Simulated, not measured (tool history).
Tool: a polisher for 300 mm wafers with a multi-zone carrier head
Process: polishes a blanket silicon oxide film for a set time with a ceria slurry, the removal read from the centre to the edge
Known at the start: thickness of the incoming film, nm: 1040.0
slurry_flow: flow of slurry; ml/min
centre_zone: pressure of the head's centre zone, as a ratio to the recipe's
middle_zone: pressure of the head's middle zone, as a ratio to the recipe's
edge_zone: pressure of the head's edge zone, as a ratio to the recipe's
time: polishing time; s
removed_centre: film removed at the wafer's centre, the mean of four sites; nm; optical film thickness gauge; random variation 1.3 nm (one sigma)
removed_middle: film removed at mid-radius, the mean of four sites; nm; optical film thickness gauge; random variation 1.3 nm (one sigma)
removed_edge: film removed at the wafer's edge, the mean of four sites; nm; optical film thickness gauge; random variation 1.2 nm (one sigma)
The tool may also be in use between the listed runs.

run,hour,slurry_flow,centre_zone,middle_zone,edge_zone,time,removed_centre,removed_middle,removed_edge
1,0,125,1,1,1,48,216.62,214.2,217.53
2,8.4,125,1,0.91,1,48,216.51,198.97,219.04
3,11.7,125,1,0.91,1,53,241.5,224.48,237.75
4,20,125,0.95,0.91,1,53,231.74,220.84,241.59
5,21.4,125,0.95,0.91,1,58,249.28,247.66,264.03
6,30,115,0.96,0.9,0.95,49,210.18,200.82,216.46
7,34.8,110,0.98,0.88,0.92,43,185.46,171.43,184.53

Forecast run 8:
8,42.4,105,0.99,0.86,0.91,40,?,?,?

{"run 8": {"removed_centre": 171.15, "removed_middle": 151.06, "removed_edge": 169.13}}
